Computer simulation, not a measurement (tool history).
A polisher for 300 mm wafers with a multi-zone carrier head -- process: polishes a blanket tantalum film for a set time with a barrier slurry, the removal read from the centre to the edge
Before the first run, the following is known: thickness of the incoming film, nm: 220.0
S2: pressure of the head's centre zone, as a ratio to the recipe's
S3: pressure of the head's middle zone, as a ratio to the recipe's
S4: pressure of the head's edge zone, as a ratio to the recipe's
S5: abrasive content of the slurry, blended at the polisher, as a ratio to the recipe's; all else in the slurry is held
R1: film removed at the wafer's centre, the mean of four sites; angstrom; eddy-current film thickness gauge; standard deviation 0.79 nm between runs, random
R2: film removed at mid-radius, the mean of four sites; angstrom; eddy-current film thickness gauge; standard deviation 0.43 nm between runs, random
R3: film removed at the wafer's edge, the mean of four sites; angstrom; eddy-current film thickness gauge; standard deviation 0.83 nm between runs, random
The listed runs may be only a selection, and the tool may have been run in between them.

Run 1, day 0.000: flow of slurry (ml/min) 305, S2 1.00, S3 1.00, S4 1.00, S5 1.00, polishing time (s) 46. Result: R1 676.95 angstrom, R2 653.97 angstrom, R3 645.04 angstrom.
Run 2, day 0.117: flow of slurry (ml/min) 305, S2 1.00, S3 1.00, S4 1.05, S5 1.00, polishing time (s) 46. Result: R1 663.55 angstrom, R2 657.29 angstrom, R3 684.73 angstrom.
Run 3, day 0.150: flow of slurry (ml/min) 300, S2 0.98, S3 0.97, S4 1.01, S5 0.95, polishing time (s) 46. Result: R1 635.02 angstrom, R2 620.38 angstrom, R3 659.37 angstrom.
Run 4, day 0.517: flow of slurry (ml/min) 300, S2 0.98, S3 0.97, S4 1.01, S5 1.05, polishing time (s) 46. Result: R1 667.11 angstrom, R2 658.04 angstrom, R3 683.43 angstrom.
Run 5, day 0.688: flow of slurry (ml/min) 300, S2 0.98, S3 1.04, S4 1.01, S5 1.05, polishing time (s) 46. Result: R1 669.74 angstrom, R2 682.57 angstrom, R3 686.16 angstrom.
Run 6, day 0.888: flow of slurry (ml/min) 300, S2 0.98, S3 0.97, S4 1.01, S5 1.05, polishing time (s) 46. Result: R1 662.97 angstrom, R2 645.02 angstrom, R3 680.19 angstrom.

Expected results for the next run?
Run 7, day 0.971: flow of slurry (ml/min) 300, S2 0.97, S3 0.95, S4 0.96, S5 1.00, polishing time (s) 46. Result: R1 ?, R2 ?, R3 ?.

Run 7 yielded R1 642.25 angstrom, R2 621.66 angstrom, R3 647.86 angstrom.

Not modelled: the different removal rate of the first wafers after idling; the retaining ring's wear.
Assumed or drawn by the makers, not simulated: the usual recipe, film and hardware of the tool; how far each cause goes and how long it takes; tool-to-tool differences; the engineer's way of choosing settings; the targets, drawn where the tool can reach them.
